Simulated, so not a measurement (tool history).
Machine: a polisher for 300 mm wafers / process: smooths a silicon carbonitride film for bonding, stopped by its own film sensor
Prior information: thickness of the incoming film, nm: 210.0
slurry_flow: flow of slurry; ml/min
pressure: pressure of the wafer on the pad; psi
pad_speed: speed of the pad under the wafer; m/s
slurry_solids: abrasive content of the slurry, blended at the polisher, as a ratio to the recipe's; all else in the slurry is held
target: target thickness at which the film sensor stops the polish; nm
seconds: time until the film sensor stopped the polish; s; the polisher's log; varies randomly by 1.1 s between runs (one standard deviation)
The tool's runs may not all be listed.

run,hour,slurry_flow,pressure,pad_speed,slurry_solids,target,seconds
1,0,145,1.6,1.14,1,190,111.13
2,2.7,145,1.7,1.16,1,190,100.52
3,9.4,145,1.5,1.16,1,190,113.8
4,16.5,145,1.8,1.16,1,190,97.936
5,21.5,145,1.9,1.18,1,190,93.313
6,27,145,1.5,1.18,1,190,114.14
7,29.2,145,1.7,1.2,1,190,99.091
8,35.2,150,2.2,1.24,1,190,80.436

The next listed run, before its measurement:
9,41.4,150,2.3,1.24,1,190,?

seconds: 76.48 s

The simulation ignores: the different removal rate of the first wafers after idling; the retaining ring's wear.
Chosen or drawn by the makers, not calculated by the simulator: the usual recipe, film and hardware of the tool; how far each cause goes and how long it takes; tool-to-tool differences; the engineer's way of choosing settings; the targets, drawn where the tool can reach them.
